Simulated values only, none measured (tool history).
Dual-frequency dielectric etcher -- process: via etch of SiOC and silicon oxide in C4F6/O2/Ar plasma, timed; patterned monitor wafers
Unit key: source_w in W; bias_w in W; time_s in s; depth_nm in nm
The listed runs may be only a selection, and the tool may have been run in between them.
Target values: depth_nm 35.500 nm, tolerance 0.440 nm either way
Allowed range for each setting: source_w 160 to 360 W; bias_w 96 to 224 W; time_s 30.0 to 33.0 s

run	hour	source_w	bias_w	time_s	depth_nm
1	0.0	260	160	33.0	31.446
2	2.8	270	161	33.0	32.075
3	4.9	280	162	33.0	32.743
4	7.0	240	162	33.0	30.167
5	9.0	250	163	33.0	31.077
6	13.0	260	164	33.0	31.786
7	19.6	270	164	33.0	32.164
8	21.6	280	164	33.0	32.940
9	24.1	290	164	33.0	33.373
10	26.4	300	164	33.0	33.967
11	34.2	310	165	33.0	34.661

Which one of the following 4 next-run settings gets every result inside its allowed miss? There is exactly one.
A	42.0	320	183	30.5	?
B	42.0	320	171	33.0	?
C	42.0	330	168	31.5	?
D	42.0	320	165	31.5	?

move	depth_nm
A	33.706
B	35.554
C	34.205
D	33.489
A: lands further from the targets than the last run did
B: all results in spec
C: lands further from the targets than the last run did
D: lands further from the targets than the last run did
The right move is B.
